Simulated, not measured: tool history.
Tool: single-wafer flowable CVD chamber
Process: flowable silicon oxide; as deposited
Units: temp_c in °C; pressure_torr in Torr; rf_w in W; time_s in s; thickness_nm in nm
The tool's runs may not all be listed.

{"run": 1, "hour": 0.0, "temp_c": 110, "pressure_torr": 1.11, "rf_w": 2590, "time_s": 323, "thickness_nm": 213.84}
{"run": 2, "hour": 4.8, "temp_c": 110, "pressure_torr": 1.11, "rf_w": 2865, "time_s": 323, "thickness_nm": 215.53}
{"run": 3, "hour": 6.1, "temp_c": 112, "pressure_torr": 1.11, "rf_w": 2865, "time_s": 323, "thickness_nm": 200.5}
{"run": 4, "hour": 8.8, "temp_c": 112, "pressure_torr": 1.11, "rf_w": 3020, "time_s": 323, "thickness_nm": 200.69}
{"run": 5, "hour": 15.2, "temp_c": 112, "pressure_torr": 1.11, "rf_w": 3020, "time_s": 323, "thickness_nm": 201.13}
{"run": 6, "hour": 24.1, "temp_c": 112, "pressure_torr": 1.11, "rf_w": 3020, "time_s": 323, "thickness_nm": 202.09}

Forecast run 7:
{"run": 7, "hour": 27.6, "temp_c": 114, "pressure_torr": 1.11, "rf_w": 3020, "time_s": 323, "thickness_nm": "?"}

thickness_nm: 188.74 nm

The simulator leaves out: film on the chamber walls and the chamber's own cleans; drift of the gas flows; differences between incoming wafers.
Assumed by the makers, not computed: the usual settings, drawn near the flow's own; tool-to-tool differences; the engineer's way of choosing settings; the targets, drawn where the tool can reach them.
